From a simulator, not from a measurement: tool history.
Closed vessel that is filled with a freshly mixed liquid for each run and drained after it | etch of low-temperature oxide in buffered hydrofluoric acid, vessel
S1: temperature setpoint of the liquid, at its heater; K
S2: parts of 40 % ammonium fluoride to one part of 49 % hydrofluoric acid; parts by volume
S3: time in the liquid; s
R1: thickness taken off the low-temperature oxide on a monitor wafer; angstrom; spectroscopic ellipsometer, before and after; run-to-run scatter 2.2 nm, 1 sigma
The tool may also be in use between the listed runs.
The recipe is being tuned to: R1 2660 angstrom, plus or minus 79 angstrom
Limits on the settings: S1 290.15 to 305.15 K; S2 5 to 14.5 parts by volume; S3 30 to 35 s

{"run": 1, "hour": 0.0, "S1": 297.15, "S2": 9, "S3": 35, "R1": 1555.3}
{"run": 2, "hour": 4.3, "S1": 297.15, "S2": 9, "S3": 35, "R1": 1554.7}
{"run": 3, "hour": 9.1, "S1": 294.65, "S2": 9, "S3": 35, "R1": 1364}
{"run": 4, "hour": 14.1, "S1": 295.65, "S2": 9, "S3": 35, "R1": 1441.6}
{"run": 5, "hour": 20.6, "S1": 295.65, "S2": 9, "S3": 30, "R1": 1240.8}
{"run": 6, "hour": 21.2, "S1": 297.15, "S2": 9, "S3": 30, "R1": 1343.3}
{"run": 7, "hour": 29.8, "S1": 297.65, "S2": 8.5, "S3": 30, "R1": 1468}
{"run": 8, "hour": 34.8, "S1": 298.15, "S2": 8, "S3": 30, "R1": 1617.1}
{"run": 9, "hour": 37.6, "S1": 298.15, "S2": 8, "S3": 30, "R1": 1598}
{"run": 10, "hour": 43.1, "S1": 298.65, "S2": 8, "S3": 30, "R1": 1650.7}
{"run": 11, "hour": 47.8, "S1": 302.65, "S2": 6.5, "S3": 30, "R1": 2523.5}

Which single option among these 4 for the next run brings every result within its allowed miss of target? Just one does.
{"run": "A", "hour": 52.5, "S1": 305.15, "S2": 8.5, "S3": 35, "R1": "?"}
{"run": "B", "hour": 52.5, "S1": 303.65, "S2": 6.5, "S3": 30, "R1": "?"}
{"run": "C", "hour": 52.5, "S1": 304.65, "S2": 7.5, "S3": 30, "R1": "?"}
{"run": "D", "hour": 52.5, "S1": 300.65, "S2": 6, "S3": 30, "R1": "?"}

move=A R1=2504.6
move=B R1=2611.3
move=C R1=2394.9
move=D R1=2389.3
A: lands further from the targets than the last run did
B: all results in spec
C: lands further from the targets than the last run did
D: lands further from the targets than the last run did
Go with B: it meets all targets.

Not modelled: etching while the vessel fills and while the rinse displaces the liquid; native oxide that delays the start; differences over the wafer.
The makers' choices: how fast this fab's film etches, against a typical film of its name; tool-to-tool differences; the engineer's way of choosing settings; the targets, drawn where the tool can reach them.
